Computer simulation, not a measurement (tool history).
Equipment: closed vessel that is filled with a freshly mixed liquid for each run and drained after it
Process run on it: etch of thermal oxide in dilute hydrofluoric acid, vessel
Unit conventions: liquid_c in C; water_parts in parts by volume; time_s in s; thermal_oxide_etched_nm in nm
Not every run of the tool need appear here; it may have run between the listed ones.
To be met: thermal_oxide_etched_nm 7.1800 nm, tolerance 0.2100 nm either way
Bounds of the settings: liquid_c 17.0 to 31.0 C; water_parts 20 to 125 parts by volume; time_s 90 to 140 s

| run | hour | liquid_c | water_parts | time_s | thermal_oxide_etched_nm |
|---|---|---|---|---|---|
| 1 | 0.0 | 23.0 | 70 | 140 | 8.6693 |
| 2 | 2.9 | 23.0 | 70 | 140 | 8.7229 |
| 3 | 12.3 | 24.5 | 70 | 140 | 9.1178 |
| 4 | 15.1 | 24.5 | 60 | 140 | 10.7770 |
| 5 | 21.5 | 23.5 | 60 | 140 | 10.4570 |
| 6 | 23.5 | 23.5 | 75 | 140 | 8.0812 |
| 7 | 27.6 | 23.0 | 75 | 140 | 7.9935 |
| 8 | 29.1 | 22.5 | 75 | 140 | 7.8353 |

4 next moves are on the table. One of them brings every result within its allowed miss. Which?
| A | 30.6 | 22.0 | 65 | 140 | ? |
| B | 30.6 | 23.5 | 75 | 130 | ? |
| C | 30.6 | 22.5 | 70 | 120 | ? |
| D | 30.6 | 20.0 | 75 | 135 | ? |

| move | thermal_oxide_etched_nm |
|---|---|
| A | 8.9581 |
| B | 7.5706 |
| C | 7.2333 |
| D | 6.8074 |
A: lands further from the targets than the last run did
B: gains on the last run, yet a result remains outside its allowed miss
C: in spec on every target
D: takes the result that was furthest off past its target
Move C is the one to make.
